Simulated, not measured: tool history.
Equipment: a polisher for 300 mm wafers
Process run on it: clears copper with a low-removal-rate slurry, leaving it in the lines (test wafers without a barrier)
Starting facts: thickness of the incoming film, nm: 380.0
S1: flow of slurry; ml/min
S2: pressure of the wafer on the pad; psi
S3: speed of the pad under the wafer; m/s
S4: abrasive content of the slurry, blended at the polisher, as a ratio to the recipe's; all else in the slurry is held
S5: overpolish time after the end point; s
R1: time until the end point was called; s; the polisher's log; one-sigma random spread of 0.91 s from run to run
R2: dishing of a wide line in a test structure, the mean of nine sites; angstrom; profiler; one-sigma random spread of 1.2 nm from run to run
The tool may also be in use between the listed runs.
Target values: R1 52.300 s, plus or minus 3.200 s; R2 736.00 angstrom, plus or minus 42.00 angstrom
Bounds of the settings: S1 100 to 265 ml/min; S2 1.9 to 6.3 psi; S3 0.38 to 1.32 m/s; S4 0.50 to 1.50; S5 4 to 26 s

Run 1, hour 0.0: S1 170 ml/min, S2 4.1 psi, S3 0.84 m/s, S4 1.00, S5 13 s. Result: R1 95.453 s, R2 407.35 angstrom.
Run 2, hour 2.7: S1 170 ml/min, S2 4.3 psi, S3 0.84 m/s, S4 1.00, S5 13 s. Result: R1 87.150 s, R2 440.33 angstrom.
Run 3, hour 10.4: S1 170 ml/min, S2 5.0 psi, S3 0.84 m/s, S4 1.00, S5 13 s. Result: R1 78.685 s, R2 489.01 angstrom.
Run 4, hour 18.4: S1 170 ml/min, S2 5.0 psi, S3 0.84 m/s, S4 1.20, S5 13 s. Result: R1 75.409 s, R2 508.20 angstrom.
Run 5, hour 20.4: S1 170 ml/min, S2 5.0 psi, S3 0.84 m/s, S4 1.05, S5 13 s. Result: R1 76.552 s, R2 485.33 angstrom.
Run 6, hour 21.1: S1 140 ml/min, S2 5.0 psi, S3 0.84 m/s, S4 1.05, S5 13 s. Result: R1 80.576 s, R2 478.60 angstrom.
Run 7, hour 25.2: S1 170 ml/min, S2 6.1 psi, S3 0.92 m/s, S4 1.05, S5 14 s. Result: R1 59.922 s, R2 651.39 angstrom.
Run 8, hour 29.1: S1 170 ml/min, S2 6.1 psi, S3 0.94 m/s, S4 1.05, S5 14 s. Result: R1 58.820 s, R2 680.18 angstrom.
Run 9, hour 34.6: S1 175 ml/min, S2 6.2 psi, S3 0.98 m/s, S4 1.05, S5 14 s. Result: R1 56.022 s, R2 706.04 angstrom.

Of the 4 settings listed for the next run, only one would bring every result within its allowed miss of target. Which one?
Run A, hour 40.1: S1 165 ml/min, S2 6.3 psi, S3 1.32 m/s, S4 0.90, S5 15 s. Result: R1 ?, R2 ?.
Run B, hour 40.1: S1 175 ml/min, S2 6.2 psi, S3 0.84 m/s, S4 1.00, S5 19 s. Result: R1 ?, R2 ?.
Run C, hour 40.1: S1 165 ml/min, S2 6.3 psi, S3 1.04 m/s, S4 1.00, S5 14 s. Result: R1 ?, R2 ?.
Run D, hour 40.1: S1 210 ml/min, S2 6.3 psi, S3 1.24 m/s, S4 0.90, S5 12 s. Result: R1 ?, R2 ?.

move      R1      R2
   A  45.657  854.27
   B  63.741  788.88
   C  53.795  705.37
   D  46.590  699.24
A: takes the biggest miss from the last run beyond its target
B: further off than the last run
C: every result lands within tolerance
D: takes the biggest miss from the last run beyond its target
C is the move that brings every result within its allowed miss.

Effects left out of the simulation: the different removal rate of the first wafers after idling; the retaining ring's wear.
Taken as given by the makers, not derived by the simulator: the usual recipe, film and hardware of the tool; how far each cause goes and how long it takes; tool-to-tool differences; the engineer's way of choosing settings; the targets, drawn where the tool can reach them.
